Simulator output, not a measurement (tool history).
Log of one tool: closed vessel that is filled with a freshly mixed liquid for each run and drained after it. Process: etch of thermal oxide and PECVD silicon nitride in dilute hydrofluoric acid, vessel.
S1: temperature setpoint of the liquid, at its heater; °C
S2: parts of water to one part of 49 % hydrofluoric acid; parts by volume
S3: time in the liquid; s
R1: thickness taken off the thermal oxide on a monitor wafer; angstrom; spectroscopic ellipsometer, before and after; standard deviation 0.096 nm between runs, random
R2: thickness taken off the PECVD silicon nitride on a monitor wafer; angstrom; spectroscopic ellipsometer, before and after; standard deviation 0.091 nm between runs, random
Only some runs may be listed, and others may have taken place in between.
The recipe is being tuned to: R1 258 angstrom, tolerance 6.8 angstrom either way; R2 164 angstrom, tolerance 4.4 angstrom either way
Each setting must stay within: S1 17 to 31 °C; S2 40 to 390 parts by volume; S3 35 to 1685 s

{"run": 1, "hour": 0.0, "S1": 23, "S2": 215, "S3": 860, "R1": 149.74, "R2": 107.62}
{"run": 2, "hour": 6.3, "S1": 23, "S2": 295, "S3": 860, "R1": 101.02, "R2": 79.425}
{"run": 3, "hour": 10.9, "S1": 23, "S2": 295, "S3": 1155, "R1": 135.22, "R2": 105.85}
{"run": 4, "hour": 19.8, "S1": 23, "S2": 250, "S3": 1105, "R1": 160.12, "R2": 117.81}
{"run": 5, "hour": 23.8, "S1": 23, "S2": 285, "S3": 1105, "R1": 135.58, "R2": 103.2}
{"run": 6, "hour": 29.7, "S1": 23, "S2": 320, "S3": 1105, "R1": 117.19, "R2": 93.702}
{"run": 7, "hour": 36.9, "S1": 23, "S2": 320, "S3": 1105, "R1": 117.26, "R2": 94.302}
{"run": 8, "hour": 38.3, "S1": 23, "S2": 265, "S3": 1055, "R1": 142.39, "R2": 107}
{"run": 9, "hour": 46.4, "S1": 23, "S2": 220, "S3": 1010, "R1": 170.83, "R2": 122.93}
{"run": 10, "hour": 53.0, "S1": 23, "S2": 190, "S3": 975, "R1": 197.25, "R2": 137.33}
{"run": 11, "hour": 60.7, "S1": 23, "S2": 170, "S3": 955, "R1": 220.18, "R2": 151.13}
{"run": 12, "hour": 65.7, "S1": 22.5, "S2": 160, "S3": 940, "R1": 231.46, "R2": 152.87}
{"run": 13, "hour": 68.3, "S1": 22, "S2": 130, "S3": 905, "R1": 274.46, "R2": 173.42}

Consider the 4 candidate settings below. Which is the only one whose results all fall within their allowed miss of target?
{"run": "A", "hour": 70.9, "S1": 17.5, "S2": 105, "S3": 930, "R1": "?", "R2": "?"}
{"run": "B", "hour": 70.9, "S1": 24, "S2": 150, "S3": 945, "R1": "?", "R2": "?"}
{"run": "C", "hour": 70.9, "S1": 21, "S2": 125, "S3": 810, "R1": "?", "R2": "?"}
{"run": "D", "hour": 70.9, "S1": 20, "S2": 185, "S3": 1365, "R1": "?", "R2": "?"}

move=A R1=301.83 R2=162.5
move=B R1=265.19 R2=180.02
move=C R1=249.45 R2=151.59
move=D R1=256.4 R2=163.05
A: further off than the last run
B: further off than the last run
C: the result that was furthest off in the last run now lies on the other side of its target
D: all results in spec
D meets every target.
